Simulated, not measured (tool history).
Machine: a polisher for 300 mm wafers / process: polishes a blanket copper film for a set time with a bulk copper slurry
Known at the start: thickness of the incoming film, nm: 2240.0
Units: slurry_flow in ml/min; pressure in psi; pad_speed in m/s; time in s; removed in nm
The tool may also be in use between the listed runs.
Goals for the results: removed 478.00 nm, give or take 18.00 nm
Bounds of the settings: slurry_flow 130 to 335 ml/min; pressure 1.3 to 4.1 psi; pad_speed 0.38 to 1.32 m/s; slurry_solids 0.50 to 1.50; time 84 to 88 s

run    day  slurry_flow  pressure  pad_speed  slurry_solids  time  removed
  1  0.000          215       2.7       0.84           1.00    84   595.05
  2  0.350          215       2.6       0.84           1.00    84   570.42
  3  0.404          215       2.6       0.84           1.00    84   564.09
  4  0.604          215       2.6       0.84           0.90    84   554.25
  5  0.750          215       2.6       0.84           1.00    84   566.66
  6  1.112          260       2.6       0.84           1.00    84   579.12
  7  1.162          260       2.5       0.84           1.00    84   557.62
  8  1.217          260       2.4       0.84           1.00    84   537.52
  9  1.450          260       2.3       0.84           1.00    84   525.79

Next run, 5 choices. One meets every target within its allowed miss, the rest don't. Which?
  A  1.683          255       2.5       0.76           0.90    84        ?
  B  1.683          260       2.7       0.82           0.90    88        ?
  C  1.683          260       2.3       0.74           1.05    84        ?
  D  1.683          260       1.9       1.10           1.15    88        ?
  E  1.683          275       2.0       1.00           0.95    88        ?

move  removed
   A   524.74
   B   620.24
   C   490.99
   D   555.89
   E   532.37
A: as far off as the last run
B: misses by more than the last run did
C: in spec on every target
D: misses by more than the last run did
E: misses by more than the last run did
So the answer is move C, the one that meets all the targets.
